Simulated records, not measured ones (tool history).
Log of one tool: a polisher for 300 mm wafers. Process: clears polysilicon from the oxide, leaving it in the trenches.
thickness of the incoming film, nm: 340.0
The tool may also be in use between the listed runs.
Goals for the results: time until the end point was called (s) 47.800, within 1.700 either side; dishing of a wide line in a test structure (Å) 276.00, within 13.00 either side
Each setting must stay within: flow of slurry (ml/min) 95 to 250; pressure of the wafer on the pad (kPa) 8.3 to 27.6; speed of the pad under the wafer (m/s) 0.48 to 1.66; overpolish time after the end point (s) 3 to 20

run  hour  flow of slurry (ml/min)  pressure of the wafer on the pad (kPa)  speed of the pad under the wafer (m/s)  overpolish time after the end point (s)  time until the end point was called (s)  dishing of a wide line in a test structure (Å)
  1   0.0                      160                                    17.9                                    1.06                                       10                                   28.668                                          617.26
  2   0.6                      160                                    17.9                                    1.22                                       10                                   24.927                                          652.70
  3   7.1                      145                                    15.9                                    1.20                                        8                                   28.022                                          553.59
  4  14.5                      145                                    15.9                                    1.20                                        5                                   27.697                                          425.82
  5  16.4                      145                                    15.9                                    1.20                                        7                                   28.124                                          513.98
  6  24.2                      170                                    14.5                                    1.10                                        6                                   31.239                                          433.55
  7  28.9                      175                                    13.1                                    1.06                                        5                                   33.778                                          363.22
  8  30.1                      165                                    11.7                                    1.04                                        5                                   37.160                                          328.19
  9  38.1                      155                                    11.0                                    1.02                                        5                                   39.156                                          322.80
 10  42.9                      150                                    10.3                                    1.00                                        5                                   42.034                                          303.03

Which of these 5 next moves meets every target?
  A  47.7                      130                                     9.0                                    0.88                                        8                                        ?                                               ?
  B  47.7                      150                                    12.4                                    0.74                                        7                                        ?                                               ?
  C  47.7                      175                                     8.3                                    1.00                                        7                                        ?                                               ?
  D  47.7                      135                                     8.3                                    1.00                                        5                                        ?                                               ?
  E  47.7                      150                                     9.0                                    1.00                                        6                                        ?                                               ?

move  time until the end point was called (s)  dishing of a wide line in a test structure (Å)
   A                                   53.220                                          379.66
   B                                   51.507                                          352.15
   C                                   46.189                                          381.94
   D                                   48.451                                          283.66
   E                                   45.683                                          343.11
A: takes the biggest miss from the last run beyond its target
B: takes the biggest miss from the last run beyond its target
C: the furthest-off result lands on target, but another misses its tolerance
D: each result inside its tolerance
E: lands further from the targets than the last run did
Correct choice: D, which meets every target

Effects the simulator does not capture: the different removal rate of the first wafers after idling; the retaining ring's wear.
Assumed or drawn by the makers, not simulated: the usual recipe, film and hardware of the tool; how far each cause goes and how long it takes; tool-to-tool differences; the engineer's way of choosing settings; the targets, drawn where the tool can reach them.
